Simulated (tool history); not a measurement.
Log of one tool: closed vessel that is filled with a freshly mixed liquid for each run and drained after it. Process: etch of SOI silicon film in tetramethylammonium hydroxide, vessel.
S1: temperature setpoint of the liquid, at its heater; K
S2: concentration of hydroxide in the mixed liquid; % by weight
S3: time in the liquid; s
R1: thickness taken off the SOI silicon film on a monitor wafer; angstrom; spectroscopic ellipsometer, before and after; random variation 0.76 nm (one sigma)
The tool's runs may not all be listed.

run,hour,S1,S2,S3,R1
1,0.0,338.15,13.0,30,1349.50
2,6.0,335.65,13.0,30,1173.50
3,9.6,335.65,11.0,30,1246.30
4,18.6,334.65,11.0,30,1190.30
5,24.1,334.65,11.0,30,1187.40
6,25.1,333.65,11.0,30,1093.30
7,32.7,333.15,11.0,30,1047.80
8,39.4,332.65,11.0,30,1027.00
9,42.2,332.15,11.0,30,990.09
10,45.1,331.65,11.0,30,961.36
11,52.3,331.15,11.0,30,949.83
12,54.0,330.65,11.0,30,906.55
13,59.3,330.15,11.0,30,876.78
14,66.0,329.65,11.0,30,854.70

The next listed run, before its measurement:
15,68.2,329.65,11.0,30,?

{"run 15": {"R1": 854.49}}

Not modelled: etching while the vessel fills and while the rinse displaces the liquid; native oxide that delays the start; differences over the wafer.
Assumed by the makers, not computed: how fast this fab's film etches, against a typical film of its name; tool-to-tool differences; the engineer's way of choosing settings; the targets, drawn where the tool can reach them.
